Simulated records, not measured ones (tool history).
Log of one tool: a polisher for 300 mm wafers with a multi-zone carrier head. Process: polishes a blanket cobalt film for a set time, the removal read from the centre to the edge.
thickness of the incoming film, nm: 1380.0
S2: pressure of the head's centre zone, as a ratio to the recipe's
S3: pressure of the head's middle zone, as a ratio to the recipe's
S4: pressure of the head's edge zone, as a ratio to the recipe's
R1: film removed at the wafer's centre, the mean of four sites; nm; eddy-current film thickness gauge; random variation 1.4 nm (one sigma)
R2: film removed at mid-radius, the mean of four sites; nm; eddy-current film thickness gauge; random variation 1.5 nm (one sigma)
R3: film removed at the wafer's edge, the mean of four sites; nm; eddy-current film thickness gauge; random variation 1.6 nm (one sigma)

Run 1, hour 0: flow of slurry (ml/min) 240, S2 1, S3 1, S4 1, polishing time (s) 33. Result: R1 225.5 nm, R2 224.66 nm, R3 216.36 nm.
Run 2, hour 5: flow of slurry (ml/min) 240, S2 1, S3 1, S4 1, polishing time (s) 40. Result: R1 274.18 nm, R2 274.9 nm, R3 267.17 nm.
Run 3, hour 8.2: flow of slurry (ml/min) 240, S2 0.99, S3 0.99, S4 0.96, polishing time (s) 37. Result: R1 245.73 nm, R2 244.94 nm, R3 241.79 nm.
Run 4, hour 11.9: flow of slurry (ml/min) 245, S2 1, S3 1.01, S4 0.94, polishing time (s) 34. Result: R1 232.84 nm, R2 231.24 nm, R3 220.7 nm.
Run 5, hour 19.8: flow of slurry (ml/min) 245, S2 1, S3 1.01, S4 0.94, polishing time (s) 37. Result: R1 247.78 nm, R2 256.56 nm, R3 239.7 nm.
Run 6, hour 25.9: flow of slurry (ml/min) 250, S2 1, S3 1.01, S4 0.92, polishing time (s) 34. Result: R1 231.29 nm, R2 232.31 nm, R3 216.7 nm.
Run 7, hour 34: flow of slurry (ml/min) 265, S2 0.99, S3 1.01, S4 0.9, polishing time (s) 32. Result: R1 217.75 nm, R2 218.52 nm, R3 203.8 nm.
Run 8, hour 39.9: flow of slurry (ml/min) 270, S2 0.98, S3 1.01, S4 0.88, polishing time (s) 30. Result: R1 202.84 nm, R2 208.24 nm, R3 188.72 nm.
Run 9, hour 40.5: flow of slurry (ml/min) 270, S2 0.98, S3 1, S4 0.86, polishing time (s) 29. Result: R1 197.93 nm, R2 197.04 nm, R3 183.63 nm.
Run 10, hour 42.6: flow of slurry (ml/min) 265, S2 0.98, S3 1, S4 0.85, polishing time (s) 28. Result: R1 186.42 nm, R2 193.5 nm, R3 174.91 nm.
Run 11, hour 47.7: flow of slurry (ml/min) 265, S2 0.98, S3 1, S4 0.85, polishing time (s) 28. Result: R1 188.35 nm, R2 193.53 nm, R3 173.96 nm.
Run 12, hour 54.1: flow of slurry (ml/min) 255, S2 0.98, S3 0.99, S4 0.84, polishing time (s) 28. Result: R1 188.36 nm, R2 193.01 nm, R3 173.53 nm.

Forecast run 13:
Run 13, hour 58.8: flow of slurry (ml/min) 250, S2 0.98, S3 0.98, S4 0.83, polishing time (s) 28. Result: R1 ?, R2 ?, R3 ?.

Run 13 gave R1 185.61 nm, R2 185.88 nm, R3 171.58 nm.
